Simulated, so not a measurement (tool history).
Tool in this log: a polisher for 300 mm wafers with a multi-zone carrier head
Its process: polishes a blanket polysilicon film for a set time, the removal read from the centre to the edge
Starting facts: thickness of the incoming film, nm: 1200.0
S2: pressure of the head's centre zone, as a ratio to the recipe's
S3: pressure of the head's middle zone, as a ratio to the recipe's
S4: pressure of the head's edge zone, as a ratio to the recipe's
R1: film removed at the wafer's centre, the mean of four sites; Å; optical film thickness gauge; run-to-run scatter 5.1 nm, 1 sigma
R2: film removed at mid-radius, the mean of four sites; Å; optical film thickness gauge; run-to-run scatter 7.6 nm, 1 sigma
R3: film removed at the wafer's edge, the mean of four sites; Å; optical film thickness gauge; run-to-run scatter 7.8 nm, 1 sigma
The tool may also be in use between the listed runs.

Run 1, hour 0: flow of slurry (ml/min) 130, S2 1, S3 1, S4 1, polishing time (s) 49. Result: R1 5000.2 Å, R2 5238.5 Å, R3 5132.2 Å.
Run 2, hour 8.7: flow of slurry (ml/min) 140, S2 1.02, S3 1.03, S4 1.02, polishing time (s) 50. Result: R1 5376.5 Å, R2 5518.3 Å, R3 5352.4 Å.
Run 3, hour 14.7: flow of slurry (ml/min) 150, S2 1.02, S3 1.06, S4 1.02, polishing time (s) 51. Result: R1 5539.4 Å, R2 5878 Å, R3 5449.8 Å.
Run 4, hour 21.5: flow of slurry (ml/min) 150, S2 1.02, S3 0.99, S4 1.02, polishing time (s) 51. Result: R1 5494.7 Å, R2 5586.5 Å, R3 5493.9 Å.
Run 5, hour 29.1: flow of slurry (ml/min) 150, S2 0.98, S3 0.99, S4 1.02, polishing time (s) 51. Result: R1 5333.8 Å, R2 5603.4 Å, R3 5570.4 Å.
Run 6, hour 35.6: flow of slurry (ml/min) 155, S2 1, S3 1.02, S4 1.02, polishing time (s) 52. Result: R1 5544.4 Å, R2 5789.3 Å, R3 5716.5 Å.

What will run 7 give?
Run 7, hour 42.1: flow of slurry (ml/min) 160, S2 1.01, S3 1.05, S4 1.01, polishing time (s) 53. Result: R1 ?, R2 ?, R3 ?.

R1: 5685 Å
R2: 6109.9 Å
R3: 5747.5 Å
